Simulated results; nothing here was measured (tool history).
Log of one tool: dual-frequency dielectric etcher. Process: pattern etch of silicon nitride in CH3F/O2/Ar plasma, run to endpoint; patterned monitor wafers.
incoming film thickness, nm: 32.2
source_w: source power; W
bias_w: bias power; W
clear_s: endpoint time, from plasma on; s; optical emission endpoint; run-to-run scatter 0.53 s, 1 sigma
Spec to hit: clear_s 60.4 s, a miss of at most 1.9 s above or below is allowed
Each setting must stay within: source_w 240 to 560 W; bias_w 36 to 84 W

| run | hour | source_w | bias_w | clear_s |
|---|---|---|---|---|
| 1 | 0 | 400 | 60 | 49.093 |
| 2 | 6.4 | 400 | 53 | 51.803 |
| 3 | 10.9 | 380 | 52 | 53.441 |
| 4 | 18.5 | 360 | 51 | 54.872 |
| 5 | 24.2 | 350 | 50 | 57.163 |
| 6 | 30.9 | 350 | 59 | 53.973 |
| 7 | 37.8 | 270 | 52 | 63.95 |
| 8 | 45.6 | 280 | 52 | 63.354 |

4 candidate next runs follow, results not yet known. Just one meets every target within its allowed miss. Identify it.
| A | 53.4 | 330 | 38 | ? |
| B | 53.4 | 260 | 54 | ? |
| C | 53.4 | 240 | 57 | ? |
| D | 53.4 | 310 | 50 | ? |

| move | clear_s |
|---|---|
| A | 64.266 |
| B | 64.634 |
| C | 66.274 |
| D | 60.456 |
A: lands further from the targets than the last run did
B: lands further from the targets than the last run did
C: lands further from the targets than the last run did
D: all results in spec
The right move is D.
